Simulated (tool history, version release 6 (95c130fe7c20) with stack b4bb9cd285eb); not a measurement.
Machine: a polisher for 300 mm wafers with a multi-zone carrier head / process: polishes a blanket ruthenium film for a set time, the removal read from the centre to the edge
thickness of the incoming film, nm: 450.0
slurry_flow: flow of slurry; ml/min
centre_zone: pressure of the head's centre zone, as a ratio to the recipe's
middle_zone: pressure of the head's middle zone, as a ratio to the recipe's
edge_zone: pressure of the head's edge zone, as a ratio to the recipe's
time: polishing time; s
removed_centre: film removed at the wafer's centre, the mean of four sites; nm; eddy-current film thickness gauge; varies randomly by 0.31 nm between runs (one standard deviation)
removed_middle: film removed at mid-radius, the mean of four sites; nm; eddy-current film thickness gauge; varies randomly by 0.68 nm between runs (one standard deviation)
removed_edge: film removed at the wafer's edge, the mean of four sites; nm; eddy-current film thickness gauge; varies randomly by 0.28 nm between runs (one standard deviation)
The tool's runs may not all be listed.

run 1 hour=0.0 | slurry_flow=265 centre_zone=1.00 middle_zone=1.00 edge_zone=1.00 time=46 | removed_centre=51.173 removed_middle=51.885 removed_edge=51.046
run 2 hour=5.9 | slurry_flow=265 centre_zone=0.97 middle_zone=1.00 edge_zone=1.00 time=46 | removed_centre=49.358 removed_middle=52.040 removed_edge=50.503
run 3 hour=7.8 | slurry_flow=290 centre_zone=0.97 middle_zone=1.00 edge_zone=1.00 time=46 | removed_centre=50.070 removed_middle=54.019 removed_edge=52.012
run 4 hour=12.5 | slurry_flow=255 centre_zone=0.95 middle_zone=1.00 edge_zone=0.97 time=46 | removed_centre=48.415 removed_middle=51.660 removed_edge=50.437
run 5 hour=19.6 | slurry_flow=255 centre_zone=0.95 middle_zone=0.96 edge_zone=0.97 time=46 | removed_centre=48.114 removed_middle=52.041 removed_edge=49.937
run 6 hour=23.7 | slurry_flow=235 centre_zone=0.94 middle_zone=0.95 edge_zone=0.94 time=46 | removed_centre=46.726 removed_middle=49.638 removed_edge=49.548

Forecast run 7:
run 7 hour=26.1 | slurry_flow=235 centre_zone=0.94 middle_zone=0.98 edge_zone=0.90 time=45 | removed_centre=? removed_middle=? removed_edge=?

removed_centre: 46.259 nm
removed_middle: 49.823 nm
removed_edge: 47.435 nm

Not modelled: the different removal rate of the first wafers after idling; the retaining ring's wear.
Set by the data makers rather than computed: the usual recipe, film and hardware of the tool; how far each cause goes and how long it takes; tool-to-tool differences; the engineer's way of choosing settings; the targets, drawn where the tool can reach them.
